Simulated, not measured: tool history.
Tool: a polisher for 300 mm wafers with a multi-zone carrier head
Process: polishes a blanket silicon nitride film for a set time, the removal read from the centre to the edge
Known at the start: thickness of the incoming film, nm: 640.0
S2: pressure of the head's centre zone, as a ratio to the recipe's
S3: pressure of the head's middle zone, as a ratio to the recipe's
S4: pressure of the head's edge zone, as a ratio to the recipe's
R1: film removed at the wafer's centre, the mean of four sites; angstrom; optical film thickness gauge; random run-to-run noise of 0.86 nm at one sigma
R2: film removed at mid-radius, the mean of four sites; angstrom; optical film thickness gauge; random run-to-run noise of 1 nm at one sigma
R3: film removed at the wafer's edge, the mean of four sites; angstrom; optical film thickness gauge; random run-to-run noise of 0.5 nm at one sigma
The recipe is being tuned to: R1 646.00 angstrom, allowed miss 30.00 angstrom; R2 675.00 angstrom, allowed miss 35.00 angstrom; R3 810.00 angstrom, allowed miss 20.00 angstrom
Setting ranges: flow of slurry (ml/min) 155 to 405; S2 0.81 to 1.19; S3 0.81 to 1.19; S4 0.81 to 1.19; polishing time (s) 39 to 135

run 1 hour=0.0 | flow_of_slurry_(ml/min)=260 S2=1.00 S3=1.00 S4=1.00 polishing_time_(s)=87 | R1=1302.10 R2=1324.40 R3=1334.60
run 2 hour=1.9 | flow_of_slurry_(ml/min)=245 S2=0.95 S3=0.95 S4=1.00 polishing_time_(s)=75 | R1=1088.70 R2=1045.50 R3=1147.70
run 3 hour=9.2 | flow_of_slurry_(ml/min)=245 S2=0.95 S3=0.95 S4=1.00 polishing_time_(s)=94 | R1=1345.90 R2=1346.60 R3=1436.40
run 4 hour=16.7 | flow_of_slurry_(ml/min)=230 S2=0.91 S3=0.95 S4=1.02 polishing_time_(s)=80 | R1=1088.70 R2=1115.60 R3=1224.90
run 5 hour=20.8 | flow_of_slurry_(ml/min)=230 S2=0.83 S3=0.95 S4=1.02 polishing_time_(s)=80 | R1=986.25 R2=1085.20 R3=1237.00
run 6 hour=26.5 | flow_of_slurry_(ml/min)=220 S2=0.82 S3=0.94 S4=1.02 polishing_time_(s)=70 | R1=847.81 R2=994.12 R3=1078.80
run 7 hour=27.3 | flow_of_slurry_(ml/min)=235 S2=0.82 S3=0.90 S4=1.04 polishing_time_(s)=62 | R1=743.54 R2=815.17 R3=975.66
run 8 hour=30.9 | flow_of_slurry_(ml/min)=230 S2=0.82 S3=0.88 S4=1.02 polishing_time_(s)=59 | R1=734.72 R2=758.87 R3=911.98
run 9 hour=38.9 | flow_of_slurry_(ml/min)=230 S2=0.82 S3=0.88 S4=1.02 polishing_time_(s)=56 | R1=679.14 R2=723.19 R3=853.97
run 10 hour=41.6 | flow_of_slurry_(ml/min)=225 S2=0.82 S3=0.87 S4=1.02 polishing_time_(s)=56 | R1=673.60 R2=719.92 R3=859.51
run 11 hour=48.9 | flow_of_slurry_(ml/min)=215 S2=0.82 S3=0.86 S4=1.01 polishing_time_(s)=56 | R1=690.33 R2=714.85 R3=848.42
run 12 hour=51.6 | flow_of_slurry_(ml/min)=215 S2=0.81 S3=0.85 S4=1.02 polishing_time_(s)=50 | R1=606.64 R2=632.70 R3=765.38
-- hour=53.1 worn pad replaced by a new one
run 13 hour=53.1 | flow_of_slurry_(ml/min)=250 S2=0.84 S3=0.90 S4=1.09 polishing_time_(s)=51 | R1=665.44 R2=722.34 R3=856.24
run 14 hour=59.9 | flow_of_slurry_(ml/min)=240 S2=0.84 S3=0.89 S4=1.08 polishing_time_(s)=51 | R1=670.07 R2=685.28 R3=850.31
run 15 hour=61.3 | flow_of_slurry_(ml/min)=230 S2=0.84 S3=0.89 S4=1.07 polishing_time_(s)=51 | R1=657.81 R2=710.37 R3=846.73
run 16 hour=67.2 | flow_of_slurry_(ml/min)=225 S2=0.84 S3=0.88 S4=1.06 polishing_time_(s)=51 | R1=656.49 R2=687.71 R3=842.75
run 17 hour=74.2 | flow_of_slurry_(ml/min)=225 S2=0.84 S3=0.88 S4=1.05 polishing_time_(s)=51 | R1=657.26 R2=695.19 R3=827.74
run 18 hour=79.6 | flow_of_slurry_(ml/min)=225 S2=0.83 S3=0.87 S4=1.04 polishing_time_(s)=51 | R1=664.55 R2=682.76 R3=831.20

Exactly one of the 4 candidate moves below puts every result within its allowed miss. Which one?
run A hour=85.0 | flow_of_slurry_(ml/min)=205 S2=0.81 S3=0.81 S4=1.02 polishing_time_(s)=54 | R1=? R2=? R3=?
run B hour=85.0 | flow_of_slurry_(ml/min)=280 S2=0.81 S3=0.84 S4=1.00 polishing_time_(s)=50 | R1=? R2=? R3=?
run C hour=85.0 | flow_of_slurry_(ml/min)=235 S2=0.89 S3=0.87 S4=0.98 polishing_time_(s)=53 | R1=? R2=? R3=?
run D hour=85.0 | flow_of_slurry_(ml/min)=230 S2=0.81 S3=0.82 S4=1.15 polishing_time_(s)=50 | R1=? R2=? R3=?

move=A R1=667.96 R2=682.44 R3=862.75
move=B R1=643.41 R2=674.34 R3=812.21
move=C R1=732.13 R2=721.84 R3=840.29
move=D R1=628.35 R2=647.19 R3=857.34
A: misses by more than the last run did
B: all results land within tolerance of their targets
C: misses by more than the last run did
D: misses by more than the last run did
The move that meets every target is B.
